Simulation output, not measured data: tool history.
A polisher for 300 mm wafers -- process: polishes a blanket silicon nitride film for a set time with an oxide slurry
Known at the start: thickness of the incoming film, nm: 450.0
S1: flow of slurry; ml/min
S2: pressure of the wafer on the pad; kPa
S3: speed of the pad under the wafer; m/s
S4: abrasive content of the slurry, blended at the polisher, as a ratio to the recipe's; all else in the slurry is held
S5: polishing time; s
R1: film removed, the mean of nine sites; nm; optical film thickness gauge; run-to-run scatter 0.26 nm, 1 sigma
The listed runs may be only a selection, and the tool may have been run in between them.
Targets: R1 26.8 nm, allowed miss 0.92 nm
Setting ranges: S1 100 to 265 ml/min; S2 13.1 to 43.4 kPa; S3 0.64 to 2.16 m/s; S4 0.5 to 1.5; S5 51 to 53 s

run  hour   S1    S2    S3  S4  S5      R1
  1     0  170  28.3   1.4   1  51  54.132
  2   6.7  165  22.8  1.32   1  51  42.674
  3  11.5  160  19.3  1.24   1  51   35.23
  4  19.9  155  17.2  1.22   1  51  31.947
  5    21  155  23.4  1.22   1  51  40.818
  6  21.5  155    20   1.2   1  51  35.148
  7  30.1  145  13.1  1.18   1  51  24.936
  8  38.8  155  13.1  1.18   1  51   24.72

Pick the move, out of 5, that brings all results within their allowed miss; only one does.
  A  47.5  145  14.5  1.04   1.1  53   ?
  B  47.5  175  14.5   1.2     1  51   ?
  C  47.5  160  14.5   1.2     1  53   ?
  D  47.5  145  13.8  1.16   0.9  52   ?
  E  47.5  185  20.7  0.94  0.85  53   ?

move      R1
   A  26.718
   B  28.242
   C  28.901
   D  24.452
   E  28.894
A: each result inside its tolerance
B: takes the biggest miss from the last run beyond its target
C: takes the biggest miss from the last run beyond its target
D: lands further from the targets than the last run did
E: takes the biggest miss from the last run beyond its target
The move that meets every target is A.

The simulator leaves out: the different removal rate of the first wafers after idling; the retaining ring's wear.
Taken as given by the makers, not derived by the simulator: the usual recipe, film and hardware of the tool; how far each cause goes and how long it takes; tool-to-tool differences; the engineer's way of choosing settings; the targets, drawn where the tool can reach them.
